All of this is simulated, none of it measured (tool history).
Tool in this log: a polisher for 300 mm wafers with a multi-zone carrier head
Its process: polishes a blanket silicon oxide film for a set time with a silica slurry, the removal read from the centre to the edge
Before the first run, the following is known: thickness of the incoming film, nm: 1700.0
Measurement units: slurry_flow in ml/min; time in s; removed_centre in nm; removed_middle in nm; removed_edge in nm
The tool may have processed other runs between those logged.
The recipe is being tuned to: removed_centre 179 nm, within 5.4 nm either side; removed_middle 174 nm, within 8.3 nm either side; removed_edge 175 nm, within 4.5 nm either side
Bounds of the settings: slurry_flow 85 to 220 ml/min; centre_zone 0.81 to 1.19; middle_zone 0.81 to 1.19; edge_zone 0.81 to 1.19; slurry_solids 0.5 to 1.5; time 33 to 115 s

run	hour	slurry_flow	centre_zone	middle_zone	edge_zone	slurry_solids	time	removed_centre	removed_middle	removed_edge
1	0	140	1	1	1	1	73	201.68	206.71	206.99
2	4.1	130	1	0.98	0.95	0.95	73	200.77	198.28	193.4
3	9.1	120	0.98	0.96	0.94	0.9	73	188.72	185.09	188.61
4	14.7	120	0.91	0.96	0.94	0.9	73	174.61	185.67	190.31
5	22.5	120	0.91	0.96	0.94	1.05	73	186.52	201.06	202.92
6	29.2	120	0.91	0.96	0.94	0.85	73	170.48	179.21	183.04
7	31.3	120	0.93	0.95	0.92	0.85	73	173.63	183.31	182.95
8	39	115	0.95	0.94	0.91	0.85	73	174.57	176.83	178.81
9	45.4	115	0.96	0.93	0.9	0.85	73	178.86	176.05	180.54
# hour 47.6: worn pad replaced by a new one
10	47.6	115	0.96	0.93	0.9	0.85	73	188.28	184.31	189.41
11	48.2	110	0.97	0.94	0.9	0.85	73	188.66	185.43	188.11
12	54.1	125	0.97	0.93	0.89	0.85	73	190.3	186.23	193.42
13	54.9	115	0.97	0.93	0.89	0.85	73	194.07	190.01	189.5
14	57.6	105	0.97	0.93	0.9	0.85	73	187.1	189.03	191.58
15	63	120	0.96	0.94	0.9	0.85	73	189	190.92	191.53
16	64.8	110	0.97	0.95	0.91	0.85	73	189.19	189.68	188.5
17	72.6	110	0.98	0.95	0.91	0.8	73	186.36	186.7	187.37
18	79.4	115	0.98	0.94	0.89	0.75	73	183.08	180.52	179.89

Below are 5 possible settings for the next run. Only one of them brings all results inside the allowed miss of their targets. Which is it?
A	86.2	145	0.99	0.94	0.91	0.65	72	?	?	?
B	86.2	105	0.94	0.86	0.86	0.8	75	?	?	?
C	86.2	120	0.97	1.02	0.86	0.8	74	?	?	?
D	86.2	110	0.94	0.99	0.81	0.55	87	?	?	?
E	86.2	105	0.98	0.86	0.98	0.8	72	?	?	?

move	removed_centre	removed_middle	removed_edge
A	179.3	174.91	175.13
B	182.18	175.42	187.42
C	190.78	204.28	187.54
D	181.19	195.78	180.36
E	182.4	168.34	191.15
A: every result lands within tolerance
B: the biggest miss grows against the last run
C: the biggest miss grows against the last run
D: the biggest miss grows against the last run
E: the biggest miss grows against the last run
Go with A: it meets all targets.

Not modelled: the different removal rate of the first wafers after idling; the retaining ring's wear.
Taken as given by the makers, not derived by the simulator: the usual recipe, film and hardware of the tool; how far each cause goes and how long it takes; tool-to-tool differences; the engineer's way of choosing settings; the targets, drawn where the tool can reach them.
